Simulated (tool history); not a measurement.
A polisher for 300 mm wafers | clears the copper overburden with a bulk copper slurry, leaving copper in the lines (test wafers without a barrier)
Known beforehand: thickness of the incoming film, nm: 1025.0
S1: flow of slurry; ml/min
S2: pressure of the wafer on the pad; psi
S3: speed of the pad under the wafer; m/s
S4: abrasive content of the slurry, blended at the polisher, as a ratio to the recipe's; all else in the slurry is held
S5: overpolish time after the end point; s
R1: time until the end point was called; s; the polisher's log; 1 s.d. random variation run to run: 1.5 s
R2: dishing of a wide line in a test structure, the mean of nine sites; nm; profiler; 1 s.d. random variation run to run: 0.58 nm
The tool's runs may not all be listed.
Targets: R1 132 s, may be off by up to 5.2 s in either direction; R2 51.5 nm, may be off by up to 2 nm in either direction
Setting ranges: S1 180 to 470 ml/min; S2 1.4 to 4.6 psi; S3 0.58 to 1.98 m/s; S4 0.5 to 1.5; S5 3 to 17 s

run	hour	S1	S2	S3	S4	S5	R1	R2
1	0	300	3	1.28	1	9	90.65	51.447
2	7.4	255	3	1.28	1	9	92.761	51.268
3	12.8	255	3	1.28	0.85	9	95.25	49.591
4	14.7	255	3	1.28	0.95	9	91.57	49.784
5	16.1	255	2.8	1.28	0.95	10	99.33	51.299
6	22.4	255	2.6	1.28	0.95	11	108.3	52.205
7	29.9	255	2.5	1.28	0.95	11	112.77	50.323
8	33.9	255	2.4	1.28	0.95	11	117.9	48.233
9	42.4	255	2.3	1.28	0.95	11	120.26	47.719
10	44.2	255	2.2	1.26	0.95	12	130.55	47.905

Of the 4 settings listed for the next run, only one would bring every result within its allowed miss of target. Which one?
A	46	190	1.6	1.68	1.2	14	?	?
B	46	190	1.7	1.66	0.95	12	?	?
C	46	245	2	1.34	0.9	12	?	?
D	46	190	2.7	1.16	0.65	10	?	?

move	R1	R2
A	128.51	51.266
B	128.67	46.933
C	132.29	46.703
D	125.73	43.533
A: every result lands within tolerance
B: misses by more than the last run did
C: misses by more than the last run did
D: misses by more than the last run did
Correct choice: A, which meets every target
